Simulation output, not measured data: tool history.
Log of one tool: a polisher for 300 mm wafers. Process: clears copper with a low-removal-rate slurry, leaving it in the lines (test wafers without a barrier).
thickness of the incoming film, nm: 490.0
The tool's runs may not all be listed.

run	hour	flow of slurry (ml/min)	pressure of the wafer on the pad (psi)	speed of the pad under the wafer (m/s)	abrasive content of the slurry	overpolish time after the end point (s)	time until the end point was called (s)	dishing of a wide line in a test structure (nm)
1	0.0	310	3.4	1.42	1.0	14	103.06	35.723
2	6.3	310	3.4	1.66	1.0	14	88.29	39.672
3	9.1	310	3.4	1.48	1.0	14	101.45	36.753
4	10.4	310	3.3	1.48	1.0	13	102.77	35.292
5	12.6	310	3.2	1.48	1.0	12	107.49	32.464
6	14.9	310	3.1	1.48	1.0	12	107.34	31.210
7	16.8	310	2.9	1.48	1.0	12	114.15	29.666
8	17.9	310	2.8	1.48	1.0	12	123.69	29.351
9	25.6	310	2.7	1.48	1.0	12	124.78	28.592
10	29.8	310	2.6	1.48	1.0	12	127.89	27.393

Forecast run 11:
11	37.3	310	2.5	1.48	1.0	12	?	?

Run 11 gave time until the end point was called (s) 133.46, dishing of a wide line in a test structure (nm) 27.089.
